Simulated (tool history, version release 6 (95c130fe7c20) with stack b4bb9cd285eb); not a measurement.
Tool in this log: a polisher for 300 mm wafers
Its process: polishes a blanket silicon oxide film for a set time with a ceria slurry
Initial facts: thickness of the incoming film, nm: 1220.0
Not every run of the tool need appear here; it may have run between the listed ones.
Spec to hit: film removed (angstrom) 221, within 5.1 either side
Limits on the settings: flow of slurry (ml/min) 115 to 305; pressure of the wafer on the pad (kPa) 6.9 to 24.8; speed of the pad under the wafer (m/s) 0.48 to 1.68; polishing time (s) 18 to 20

run,hour,flow of slurry (ml/min),pressure of the wafer on the pad (kPa),speed of the pad under the wafer (m/s),polishing time (s),film removed (angstrom)
1,0,195,15.9,1.08,20,694.95
2,7.4,185,13.1,0.9,20,480.93
3,14.3,185,13.1,1.02,20,551.99
4,19,185,9.7,1.02,20,411.75
5,25.5,165,9.7,1.02,20,410.93
6,27.2,165,6.9,1.02,20,304.25
7,34.5,155,6.9,0.92,20,273.98
8,37.2,145,6.9,0.86,20,250.72

Exactly one of the 4 candidate moves below puts every result within its allowed miss. Which one?
A,39.9,155,7.6,0.72,20,?
B,39.9,145,6.9,0.88,18,?
C,39.9,130,9,0.66,19,?
D,39.9,170,8.3,0.62,20,?

move,film removed (angstrom)
A,233.82
B,233.03
C,233.19
D,221.11
A: nearer the targets than the last run, but a result is still out of spec
B: nearer the targets than the last run, but a result is still out of spec
C: nearer the targets than the last run, but a result is still out of spec
D: in spec on every target
So the answer is move D, the one that meets all the targets.

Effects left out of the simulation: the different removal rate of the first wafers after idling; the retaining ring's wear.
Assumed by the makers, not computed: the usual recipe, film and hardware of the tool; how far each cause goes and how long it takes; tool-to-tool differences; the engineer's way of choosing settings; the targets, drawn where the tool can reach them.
